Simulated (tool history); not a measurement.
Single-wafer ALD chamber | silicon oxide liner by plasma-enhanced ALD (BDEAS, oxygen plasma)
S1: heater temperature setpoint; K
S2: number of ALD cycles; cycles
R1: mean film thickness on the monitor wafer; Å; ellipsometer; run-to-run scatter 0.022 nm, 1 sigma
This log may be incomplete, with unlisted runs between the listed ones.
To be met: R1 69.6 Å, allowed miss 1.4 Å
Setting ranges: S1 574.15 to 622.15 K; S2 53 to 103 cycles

Run 1, day 0: S1 598.15 K, S2 78 cycles. Result: R1 75.35 Å.
Run 2, day 0.171: S1 598.15 K, S2 87 cycles. Result: R1 84.177 Å.
Run 3, day 0.262: S1 598.15 K, S2 85 cycles. Result: R1 82.617 Å.
Run 4, day 0.592: S1 598.15 K, S2 83 cycles. Result: R1 80.75 Å.
Run 5, day 0.888: S1 598.15 K, S2 77 cycles. Result: R1 74.903 Å.
Run 6, day 1.058: S1 588.15 K, S2 77 cycles. Result: R1 76.196 Å.
Run 7, day 1.208: S1 589.15 K, S2 76 cycles. Result: R1 74.541 Å.
Run 8, day 1.229: S1 589.15 K, S2 75 cycles. Result: R1 73.767 Å.
Run 9, day 1.288: S1 589.15 K, S2 74 cycles. Result: R1 72.835 Å.

Exercise: of the 5 proposed moves below, exactly one satisfies all targets within the stated allowed misses. Which move is it?
Run A, day 1.346: S1 588.15 K, S2 78 cycles. Result: R1 ?.
Run B, day 1.346: S1 588.15 K, S2 70 cycles. Result: R1 ?.
Run C, day 1.346: S1 588.15 K, S2 76 cycles. Result: R1 ?.
Run D, day 1.346: S1 585.15 K, S2 79 cycles. Result: R1 ?.
Run E, day 1.346: S1 585.15 K, S2 77 cycles. Result: R1 ?.

move      R1
   A  76.446
   B  68.605
   C  74.486
   D   77.76
   E  75.792
A: moves away from the targets compared with the last run
B: each result inside its tolerance
C: moves away from the targets compared with the last run
D: moves away from the targets compared with the last run
E: moves away from the targets compared with the last run
Answer: B
